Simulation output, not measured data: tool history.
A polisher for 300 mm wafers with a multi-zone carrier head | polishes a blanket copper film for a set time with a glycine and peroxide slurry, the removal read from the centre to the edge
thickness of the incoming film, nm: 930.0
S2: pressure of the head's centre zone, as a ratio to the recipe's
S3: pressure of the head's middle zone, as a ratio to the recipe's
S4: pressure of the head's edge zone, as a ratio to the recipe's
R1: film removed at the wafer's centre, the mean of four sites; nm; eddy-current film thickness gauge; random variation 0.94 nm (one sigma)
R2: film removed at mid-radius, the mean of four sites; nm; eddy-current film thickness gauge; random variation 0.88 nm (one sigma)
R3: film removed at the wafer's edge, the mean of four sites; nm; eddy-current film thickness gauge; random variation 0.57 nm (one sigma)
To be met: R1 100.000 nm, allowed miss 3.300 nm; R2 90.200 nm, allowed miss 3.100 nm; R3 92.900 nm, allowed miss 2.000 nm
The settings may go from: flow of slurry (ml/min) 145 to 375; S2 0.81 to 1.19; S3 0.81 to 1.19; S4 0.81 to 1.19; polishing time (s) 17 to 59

{"run": 1, "hour": 0.0, "flow of slurry (ml/min)": 240, "S2": 1.0, "S3": 1.0, "S4": 1.0, "polishing time (s)": 38, "R1": 161.44, "R2": 163.22, "R3": 161.94}
{"run": 2, "hour": 5.9, "flow of slurry (ml/min)": 240, "S2": 1.05, "S3": 1.0, "S4": 1.0, "polishing time (s)": 38, "R1": 168.17, "R2": 163.55, "R3": 165.74}
{"run": 3, "hour": 9.7, "flow of slurry (ml/min)": 240, "S2": 1.05, "S3": 1.0, "S4": 1.08, "polishing time (s)": 38, "R1": 171.33, "R2": 162.49, "R3": 169.62}
{"run": 4, "hour": 14.3, "flow of slurry (ml/min)": 240, "S2": 1.05, "S3": 1.0, "S4": 1.08, "polishing time (s)": 47, "R1": 207.14, "R2": 202.33, "R3": 208.41}
{"run": 5, "hour": 16.4, "flow of slurry (ml/min)": 240, "S2": 1.05, "S3": 0.96, "S4": 1.08, "polishing time (s)": 47, "R1": 209.43, "R2": 194.59, "R3": 209.83}
{"run": 6, "hour": 18.9, "flow of slurry (ml/min)": 240, "S2": 1.05, "S3": 0.96, "S4": 1.08, "polishing time (s)": 40, "R1": 179.22, "R2": 165.33, "R3": 179.39}
{"run": 7, "hour": 25.3, "flow of slurry (ml/min)": 205, "S2": 1.01, "S3": 0.9, "S4": 0.98, "polishing time (s)": 30, "R1": 125.45, "R2": 114.37, "R3": 125.33}
{"run": 8, "hour": 29.2, "flow of slurry (ml/min)": 205, "S2": 1.01, "S3": 0.9, "S4": 0.96, "polishing time (s)": 29, "R1": 120.83, "R2": 111.39, "R3": 119.53}
{"run": 9, "hour": 34.9, "flow of slurry (ml/min)": 190, "S2": 1.01, "S3": 0.83, "S4": 0.86, "polishing time (s)": 22, "R1": 89.473, "R2": 77.723, "R3": 87.114}
{"run": 10, "hour": 37.8, "flow of slurry (ml/min)": 205, "S2": 1.01, "S3": 0.84, "S4": 0.86, "polishing time (s)": 22, "R1": 93.374, "R2": 79.026, "R3": 86.13}
{"run": 11, "hour": 46.6, "flow of slurry (ml/min)": 205, "S2": 1.01, "S3": 0.85, "S4": 0.87, "polishing time (s)": 22, "R1": 92.256, "R2": 79.856, "R3": 87.265}

5 next moves are on the table. One of them brings every result within its allowed miss. Which?
{"run": "A", "hour": 55.4, "flow of slurry (ml/min)": 220, "S2": 0.98, "S3": 0.96, "S4": 0.84, "polishing time (s)": 22, "R1": "?", "R2": "?", "R3": "?"}
{"run": "B", "hour": 55.4, "flow of slurry (ml/min)": 240, "S2": 1.01, "S3": 1.0, "S4": 0.81, "polishing time (s)": 23, "R1": "?", "R2": "?", "R3": "?"}
{"run": "C", "hour": 55.4, "flow of slurry (ml/min)": 255, "S2": 1.05, "S3": 0.94, "S4": 0.93, "polishing time (s)": 22, "R1": "?", "R2": "?", "R3": "?"}
{"run": "D", "hour": 55.4, "flow of slurry (ml/min)": 235, "S2": 1.1, "S3": 0.94, "S4": 0.83, "polishing time (s)": 21, "R1": "?", "R2": "?", "R3": "?"}
{"run": "E", "hour": 55.4, "flow of slurry (ml/min)": 275, "S2": 1.01, "S3": 1.07, "S4": 0.81, "polishing time (s)": 20, "R1": "?", "R2": "?", "R3": "?"}

move=A R1=89.412 R2=89.445 R3=88.240
move=B R1=97.711 R2=97.957 R3=91.699
move=C R1=97.999 R2=89.617 R3=93.514
move=D R1=96.876 R2=84.625 R3=84.437
move=E R1=86.611 R2=91.744 R3=80.689
A: brings the result that was furthest off to its target, and leaves another outside
B: takes the result that was furthest off past its target
C: meets every target
D: further off than the last run
E: brings the result that was furthest off to its target, and leaves another outside
Answer: C
